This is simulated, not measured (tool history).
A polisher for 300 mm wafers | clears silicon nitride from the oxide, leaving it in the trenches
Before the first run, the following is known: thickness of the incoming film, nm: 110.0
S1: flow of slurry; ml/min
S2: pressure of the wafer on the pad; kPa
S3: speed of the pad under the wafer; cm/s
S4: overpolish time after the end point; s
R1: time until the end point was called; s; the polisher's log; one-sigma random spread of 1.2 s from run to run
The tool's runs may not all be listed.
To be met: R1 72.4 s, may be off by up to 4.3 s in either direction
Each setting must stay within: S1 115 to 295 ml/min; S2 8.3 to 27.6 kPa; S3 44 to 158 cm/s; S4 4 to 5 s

run,hour,S1,S2,S3,S4,R1
1,0,190,17.9,100,5,108.31
2,7.3,190,16.5,100,5,115.58
3,9.1,190,18.6,102,5,100.03
4,11.3,190,15.9,102,5,119.38
5,12.1,190,15.9,86,5,131.87
6,19.7,190,18.6,88,5,109.41
7,27.1,190,20,90,5,105.77
8,33.3,190,22.1,92,5,91.034
9,35.5,190,23.4,92,5,87.403
10,36.4,190,24.1,94,5,81.855
11,39.7,190,24.8,94,5,80.783
12,47.5,190,25.5,94,5,77.56

Exercise: of the 4 proposed moves below, exactly one satisfies all targets within the stated allowed misses. Which move is it?
A,55.3,205,27.6,90,5,?
B,55.3,190,27.6,112,4,?
C,55.3,250,25.5,128,5,?
D,55.3,200,22.1,96,4,?

move,R1
A,73.825
B,65.363
C,62.705
D,88.713
A: every result within its allowed miss
B: takes the result that was furthest off past its target
C: takes the result that was furthest off past its target
D: lands further from the targets than the last run did
So the answer is move A, the one that meets all the targets.

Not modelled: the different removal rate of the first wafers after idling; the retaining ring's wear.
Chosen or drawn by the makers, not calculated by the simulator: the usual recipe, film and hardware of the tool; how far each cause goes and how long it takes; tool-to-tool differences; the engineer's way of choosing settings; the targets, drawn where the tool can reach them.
